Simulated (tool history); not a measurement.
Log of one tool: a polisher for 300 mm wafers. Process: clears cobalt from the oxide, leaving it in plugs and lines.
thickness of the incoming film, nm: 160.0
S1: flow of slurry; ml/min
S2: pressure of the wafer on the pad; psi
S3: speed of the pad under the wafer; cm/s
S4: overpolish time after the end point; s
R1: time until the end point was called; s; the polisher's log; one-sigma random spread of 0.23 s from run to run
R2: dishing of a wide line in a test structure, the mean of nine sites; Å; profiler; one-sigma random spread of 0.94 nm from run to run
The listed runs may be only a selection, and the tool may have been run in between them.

{"run": 1, "day": 0.0, "S1": 195, "S2": 2.3, "S3": 128, "S4": 15, "R1": 20.671, "R2": 517.16}
{"run": 2, "day": 0.229, "S1": 195, "S2": 2.3, "S3": 104, "S4": 15, "R1": 25.418, "R2": 461.44}
{"run": 3, "day": 0.462, "S1": 165, "S2": 2.3, "S3": 104, "S4": 15, "R1": 25.475, "R2": 468.99}
{"run": 4, "day": 0.517, "S1": 165, "S2": 2.3, "S3": 104, "S4": 16, "R1": 25.251, "R2": 457.64}
{"run": 5, "day": 0.679, "S1": 165, "S2": 2.3, "S3": 104, "S4": 13, "R1": 26.021, "R2": 421.63}
{"run": 6, "day": 0.808, "S1": 200, "S2": 2.3, "S3": 104, "S4": 13, "R1": 25.365, "R2": 436.59}

Estimate the outcome of run 7 from the log above:
{"run": 7, "day": 1.1, "S1": 200, "S2": 2.3, "S3": 104, "S4": 15, "R1": "?", "R2": "?"}

R1: 24.681 s
R2: 456.39 Å
